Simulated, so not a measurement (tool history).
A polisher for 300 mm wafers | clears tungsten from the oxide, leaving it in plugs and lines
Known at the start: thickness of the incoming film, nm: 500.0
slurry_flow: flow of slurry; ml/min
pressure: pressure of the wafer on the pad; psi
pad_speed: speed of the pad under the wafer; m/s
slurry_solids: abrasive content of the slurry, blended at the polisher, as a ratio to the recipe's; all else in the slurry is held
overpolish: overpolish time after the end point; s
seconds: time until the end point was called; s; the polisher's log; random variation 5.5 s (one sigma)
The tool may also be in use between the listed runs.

| run | hour | slurry_flow | pressure | pad_speed | slurry_solids | overpolish | seconds |
|---|---|---|---|---|---|---|---|
| 1 | 0.0 | 205 | 3.5 | 0.92 | 1.00 | 15 | 121.790 |
| 2 | 7.7 | 205 | 4.2 | 0.92 | 1.00 | 15 | 95.763 |
| 3 | 13.0 | 185 | 4.2 | 0.92 | 1.00 | 15 | 102.530 |
| 4 | 16.5 | 180 | 3.8 | 0.90 | 1.00 | 15 | 109.880 |
| 5 | 20.6 | 180 | 3.8 | 0.82 | 1.00 | 15 | 118.100 |
| 6 | 22.7 | 150 | 3.8 | 0.82 | 1.00 | 15 | 123.700 |
| 7 | 28.5 | 135 | 2.8 | 0.58 | 0.95 | 15 | 228.060 |

Run 8 comes next. What will it give?
| 8 | 30.7 | 135 | 2.7 | 0.58 | 0.95 | 15 | ? |

Run 8 gave seconds 242.310 s.
